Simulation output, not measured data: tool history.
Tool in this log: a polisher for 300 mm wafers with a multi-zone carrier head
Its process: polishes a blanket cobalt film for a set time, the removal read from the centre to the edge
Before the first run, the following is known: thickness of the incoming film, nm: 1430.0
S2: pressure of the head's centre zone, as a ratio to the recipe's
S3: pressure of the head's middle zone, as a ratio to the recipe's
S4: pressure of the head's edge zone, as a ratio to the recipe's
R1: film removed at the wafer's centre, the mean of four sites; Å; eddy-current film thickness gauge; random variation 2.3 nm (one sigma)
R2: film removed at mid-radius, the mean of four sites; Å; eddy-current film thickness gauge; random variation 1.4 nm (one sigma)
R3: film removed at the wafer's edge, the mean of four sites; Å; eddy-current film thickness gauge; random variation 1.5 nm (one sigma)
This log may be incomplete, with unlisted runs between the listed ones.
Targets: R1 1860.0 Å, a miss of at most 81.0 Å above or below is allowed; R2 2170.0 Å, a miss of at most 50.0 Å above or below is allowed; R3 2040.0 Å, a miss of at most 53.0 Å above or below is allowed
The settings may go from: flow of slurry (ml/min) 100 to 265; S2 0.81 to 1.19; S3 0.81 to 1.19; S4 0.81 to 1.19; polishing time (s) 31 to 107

Run 1, hour 0.0: flow of slurry (ml/min) 170, S2 1.00, S3 1.00, S4 1.00, polishing time (s) 69. Result: R1 3516.7 Å, R2 3411.5 Å, R3 3407.5 Å.
Run 2, hour 7.0: flow of slurry (ml/min) 165, S2 0.98, S3 1.00, S4 0.98, polishing time (s) 65. Result: R1 3146.2 Å, R2 3271.8 Å, R3 3212.9 Å.
Run 3, hour 9.2: flow of slurry (ml/min) 165, S2 1.06, S3 1.00, S4 0.98, polishing time (s) 65. Result: R1 3489.5 Å, R2 3277.9 Å, R3 3189.0 Å.
Run 4, hour 10.3: flow of slurry (ml/min) 165, S2 1.02, S3 1.00, S4 0.98, polishing time (s) 65. Result: R1 3320.7 Å, R2 3253.7 Å, R3 3205.0 Å.
Run 5, hour 16.3: flow of slurry (ml/min) 165, S2 1.02, S3 1.00, S4 0.92, polishing time (s) 65. Result: R1 3338.2 Å, R2 3254.5 Å, R3 3042.4 Å.
Run 6, hour 22.4: flow of slurry (ml/min) 165, S2 1.02, S3 1.00, S4 0.99, polishing time (s) 65. Result: R1 3412.5 Å, R2 3250.0 Å, R3 3163.0 Å.
Run 7, hour 25.1: flow of slurry (ml/min) 160, S2 1.00, S3 0.99, S4 0.97, polishing time (s) 62. Result: R1 3105.1 Å, R2 3027.8 Å, R3 3039.6 Å.
Run 8, hour 32.7: flow of slurry (ml/min) 165, S2 0.98, S3 0.99, S4 0.95, polishing time (s) 59. Result: R1 2931.6 Å, R2 2921.4 Å, R3 2838.9 Å.
Run 9, hour 40.6: flow of slurry (ml/min) 160, S2 0.96, S3 0.99, S4 0.94, polishing time (s) 57. Result: R1 2804.9 Å, R2 2792.8 Å, R3 2746.5 Å.
Run 10, hour 44.1: flow of slurry (ml/min) 155, S2 0.94, S3 1.00, S4 0.93, polishing time (s) 55. Result: R1 2550.4 Å, R2 2737.5 Å, R3 2644.5 Å.
Run 11, hour 49.1: flow of slurry (ml/min) 145, S2 0.89, S3 0.96, S4 0.83, polishing time (s) 38. Result: R1 1662.2 Å, R2 1798.6 Å, R3 1731.0 Å.
Run 12, hour 57.4: flow of slurry (ml/min) 155, S2 0.89, S3 0.97, S4 0.84, polishing time (s) 38. Result: R1 1686.9 Å, R2 1829.4 Å, R3 1753.4 Å.
Run 13, hour 66.4: flow of slurry (ml/min) 160, S2 0.89, S3 0.98, S4 0.86, polishing time (s) 38. Result: R1 1697.6 Å, R2 1876.0 Å, R3 1760.4 Å.
Run 14, hour 73.6: flow of slurry (ml/min) 160, S2 0.89, S3 0.98, S4 0.86, polishing time (s) 38. Result: R1 1683.7 Å, R2 1888.7 Å, R3 1751.3 Å.
Run 15, hour 80.1: flow of slurry (ml/min) 155, S2 0.90, S3 0.99, S4 0.88, polishing time (s) 38. Result: R1 1718.0 Å, R2 1873.9 Å, R3 1756.7 Å.
Run 16, hour 84.2: flow of slurry (ml/min) 165, S2 0.89, S3 0.99, S4 0.90, polishing time (s) 38. Result: R1 1708.8 Å, R2 1881.7 Å, R3 1793.1 Å.
Run 17, hour 92.0: flow of slurry (ml/min) 165, S2 0.89, S3 1.00, S4 0.92, polishing time (s) 38. Result: R1 1677.1 Å, R2 1886.6 Å, R3 1791.4 Å.
Run 18, hour 96.5: flow of slurry (ml/min) 165, S2 0.90, S3 1.01, S4 0.94, polishing time (s) 38. Result: R1 1699.9 Å, R2 1917.1 Å, R3 1836.2 Å.
Run 19, hour 103.9: flow of slurry (ml/min) 165, S2 0.91, S3 1.02, S4 0.96, polishing time (s) 38. Result: R1 1711.6 Å, R2 1944.7 Å, R3 1835.3 Å.
Run 20, hour 110.1: flow of slurry (ml/min) 165, S2 0.92, S3 1.03, S4 0.98, polishing time (s) 38. Result: R1 1741.1 Å, R2 1955.9 Å, R3 1871.8 Å.
Run 21, hour 116.8: flow of slurry (ml/min) 165, S2 0.93, S3 1.04, S4 0.99, polishing time (s) 38. Result: R1 1759.3 Å, R2 1974.6 Å, R3 1851.3 Å.
Run 22, hour 123.5: flow of slurry (ml/min) 165, S2 0.93, S3 1.05, S4 1.00, polishing time (s) 38. Result: R1 1760.3 Å, R2 2001.2 Å, R3 1871.4 Å.
Run 23, hour 127.8: flow of slurry (ml/min) 165, S2 0.93, S3 1.06, S4 1.01, polishing time (s) 38. Result: R1 1739.4 Å, R2 1986.2 Å, R3 1889.2 Å.

Of the 4 settings listed for the next run, only one would bring every result within its allowed miss of target. Which one?
Run A, hour 132.1: flow of slurry (ml/min) 160, S2 0.89, S3 1.05, S4 0.99, polishing time (s) 42. Result: R1 ?, R2 ?, R3 ?.
Run B, hour 132.1: flow of slurry (ml/min) 140, S2 1.02, S3 1.05, S4 1.01, polishing time (s) 38. Result: R1 ?, R2 ?, R3 ?.
Run C, hour 132.1: flow of slurry (ml/min) 190, S2 1.08, S3 1.01, S4 1.02, polishing time (s) 34. Result: R1 ?, R2 ?, R3 ?.
Run D, hour 132.1: flow of slurry (ml/min) 195, S2 1.00, S3 1.15, S4 0.90, polishing time (s) 36. Result: R1 ?, R2 ?, R3 ?.

move      R1      R2      R3
   A  1886.6  2153.7  2080.0
   B  1928.3  1920.5  1880.7
   C  1892.0  1715.0  1730.2
   D  1860.9  2033.9  1729.8
A: all results in spec
B: misses by more than the last run did
C: misses by more than the last run did
D: misses by more than the last run did
Correct choice: A, which meets every target
